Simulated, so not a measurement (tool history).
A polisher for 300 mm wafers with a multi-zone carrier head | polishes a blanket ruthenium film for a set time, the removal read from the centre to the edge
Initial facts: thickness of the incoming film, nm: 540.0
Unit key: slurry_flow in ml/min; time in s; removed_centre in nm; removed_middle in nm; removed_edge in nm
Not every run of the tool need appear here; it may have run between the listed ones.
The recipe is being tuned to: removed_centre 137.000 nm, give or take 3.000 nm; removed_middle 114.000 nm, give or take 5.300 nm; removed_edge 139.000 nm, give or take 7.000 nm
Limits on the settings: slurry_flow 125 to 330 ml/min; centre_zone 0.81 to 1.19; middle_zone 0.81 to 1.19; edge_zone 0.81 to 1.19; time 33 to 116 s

run	day	slurry_flow	centre_zone	middle_zone	edge_zone	time	removed_centre	removed_middle	removed_edge
1	0.000	210	1.00	1.00	1.00	74	85.963	90.495	88.794
2	0.288	210	1.00	1.00	0.92	74	86.014	89.702	85.067
3	0.638	215	1.03	0.97	0.98	80	96.575	95.491	98.058
4	0.767	215	1.11	0.97	0.98	80	103.500	93.400	94.176
5	1.125	215	1.11	0.97	1.06	80	104.170	95.879	99.264
6	1.438	170	1.11	0.97	1.06	80	100.160	89.789	96.656
7	1.729	190	1.12	0.95	1.09	84	107.000	95.439	102.710
8	1.808	190	1.12	0.92	1.11	89	114.040	100.970	112.670
9	1.975	205	1.13	0.89	1.13	91	119.440	99.795	114.710
10	2.029	205	1.13	0.88	1.14	94	122.860	100.240	120.330
# day 2.350: worn pad replaced by a new one
11	2.350	265	1.12	0.91	1.19	102	144.770	121.900	141.800
12	2.575	265	1.12	0.91	1.19	102	144.370	122.300	142.560

Exercise: of the 4 proposed moves below, exactly one satisfies all targets within the stated allowed misses. Which move is it?
A	2.800	220	1.11	0.87	1.19	100	?	?	?
B	2.800	275	1.06	0.98	1.17	102	?	?	?
C	2.800	200	1.18	0.95	1.02	105	?	?	?
D	2.800	240	1.14	0.82	1.19	102	?	?	?

move	removed_centre	removed_middle	removed_edge
A	138.190	113.790	140.370
B	138.280	131.310	144.300
C	152.450	127.060	135.020
D	146.320	111.630	144.340
A: every result within its allowed miss
B: the worst result of the last run now meets its target, but another is out of spec
C: moves away from the targets compared with the last run
D: moves away from the targets compared with the last run
A is the move that brings every result within its allowed miss.
